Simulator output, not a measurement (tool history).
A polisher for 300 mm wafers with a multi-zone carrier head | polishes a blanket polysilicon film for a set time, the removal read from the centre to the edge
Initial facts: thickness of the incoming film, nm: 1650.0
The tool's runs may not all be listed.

run  hour  flow of slurry (ml/min)  pressure of the head's centre zone  pressure of the head's middle zone  pressure of the head's edge zone  polishing time (s)  film removed at the wafer's centre (angstrom)  film removed at mid-radius (angstrom)  film removed at the wafer's edge (angstrom)
  1   0.0                      230                                1.00                                1.00                              1.00                  79                                         4527.7                                 4321.1                                       4389.4
  2   4.6                      230                                1.00                                1.00                              0.98                  73                                         4131.3                                 4048.3                                       3959.2
  3   8.4                      230                                1.00                                1.03                              0.98                  73                                         4099.2                                 4121.4                                       3959.5
  4  12.9                      225                                1.00                                1.01                              0.96                  69                                         3908.9                                 3869.5                                       3752.2
  5  15.5                      225                                1.00                                0.93                              0.96                  69                                         3973.0                                 3628.1                                       3773.9
  6  23.7                      225                                0.92                                0.93                              0.96                  69                                         3699.1                                 3635.0                                       3763.2
  7  25.0                      225                                0.93                                0.93                              0.94                  65                                         3580.2                                 3427.2                                       3516.9
  8  29.4                      225                                0.93                                0.93                              0.92                  62                                         3299.5                                 3236.4                                       3323.4
  9  37.5                      225                                0.95                                0.93                              0.90                  60                                         3233.2                                 3128.5                                       3147.7
 10  44.9                      225                                0.96                                0.93                              0.89                  58                                         3328.5                                 3026.3                                       3023.0
 11  45.6                      220                                0.95                                0.93                              0.88                  57                                         3111.7                                 2942.2                                       3024.0
 12  54.5                      230                                0.95                                0.93                              0.87                  55                                         3011.7                                 2872.3                                       2858.3
 13  60.9                      230                                0.95                                0.93                              0.86                  54                                         2897.6                                 2823.4                                       2801.0
 14  65.3                      230                                0.96                                0.93                              0.85                  53                                         2963.5                                 2774.2                                       2681.4

Forecast run 15:
 15  71.1                      230                                0.96                                0.93                              0.85                  52                                              ?                                      ?                                            ?

Run 15 came out at film removed at the wafer's centre (angstrom) 2889.4, film removed at mid-radius (angstrom) 2723.0, film removed at the wafer's edge (angstrom) 2669.0.
